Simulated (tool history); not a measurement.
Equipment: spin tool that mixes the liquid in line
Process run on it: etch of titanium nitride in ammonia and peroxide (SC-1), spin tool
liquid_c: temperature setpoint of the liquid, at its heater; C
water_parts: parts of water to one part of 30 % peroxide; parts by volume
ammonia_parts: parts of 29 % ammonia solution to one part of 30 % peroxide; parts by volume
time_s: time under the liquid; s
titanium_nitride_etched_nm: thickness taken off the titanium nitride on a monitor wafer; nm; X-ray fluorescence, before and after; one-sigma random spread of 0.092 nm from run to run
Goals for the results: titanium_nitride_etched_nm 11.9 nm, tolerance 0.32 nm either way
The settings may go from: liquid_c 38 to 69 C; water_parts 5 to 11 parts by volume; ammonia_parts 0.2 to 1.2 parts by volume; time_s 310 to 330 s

run 1 day=0 | liquid_c=53 water_parts=6 ammonia_parts=0.8 time_s=310 | titanium_nitride_etched_nm=13.884
run 2 day=0.346 | liquid_c=48.5 water_parts=6 ammonia_parts=0.8 time_s=310 | titanium_nitride_etched_nm=10.078
run 3 day=0.492 | liquid_c=42 water_parts=6 ammonia_parts=0.8 time_s=310 | titanium_nitride_etched_nm=6.3215
run 4 day=0.758 | liquid_c=42 water_parts=6 ammonia_parts=0.6 time_s=310 | titanium_nitride_etched_nm=5.8746
run 5 day=0.8 | liquid_c=44 water_parts=6 ammonia_parts=0.6 time_s=310 | titanium_nitride_etched_nm=6.9233
run 6 day=1.096 | liquid_c=44 water_parts=6 ammonia_parts=0.75 time_s=310 | titanium_nitride_etched_nm=7.1714
run 7 day=1.15 | liquid_c=45.5 water_parts=6 ammonia_parts=0.75 time_s=310 | titanium_nitride_etched_nm=8.0858
run 8 day=1.346 | liquid_c=46.5 water_parts=6 ammonia_parts=0.75 time_s=310 | titanium_nitride_etched_nm=8.6916
run 9 day=1.538 | liquid_c=47.5 water_parts=6 ammonia_parts=0.75 time_s=310 | titanium_nitride_etched_nm=9.287
run 10 day=1.821 | liquid_c=48 water_parts=6 ammonia_parts=0.75 time_s=310 | titanium_nitride_etched_nm=9.6072
-- day=1.929 heated supply line repaired
run 11 day=1.929 | liquid_c=48.5 water_parts=6 ammonia_parts=0.75 time_s=310 | titanium_nitride_etched_nm=13.142

Next run, 5 choices. One meets every target within its allowed miss, the rest don't. Which?
run A day=2.038 | liquid_c=48.5 water_parts=7.5 ammonia_parts=0.65 time_s=315 | titanium_nitride_etched_nm=?
run B day=2.038 | liquid_c=46.5 water_parts=5 ammonia_parts=0.5 time_s=330 | titanium_nitride_etched_nm=?
run C day=2.038 | liquid_c=51 water_parts=7.5 ammonia_parts=0.45 time_s=310 | titanium_nitride_etched_nm=?
run D day=2.038 | liquid_c=47.5 water_parts=6 ammonia_parts=0.6 time_s=330 | titanium_nitride_etched_nm=?
run E day=2.038 | liquid_c=48 water_parts=6.5 ammonia_parts=0.65 time_s=320 | titanium_nitride_etched_nm=?

move=A titanium_nitride_etched_nm=12.008
move=B titanium_nitride_etched_nm=12.721
move=C titanium_nitride_etched_nm=13.247
move=D titanium_nitride_etched_nm=12.896
move=E titanium_nitride_etched_nm=12.623
A: meets every target
B: nearer than the last run, and not there yet
C: further off than the last run
D: nearer than the last run, and not there yet
E: nearer than the last run, and not there yet
Move A is the one to make.
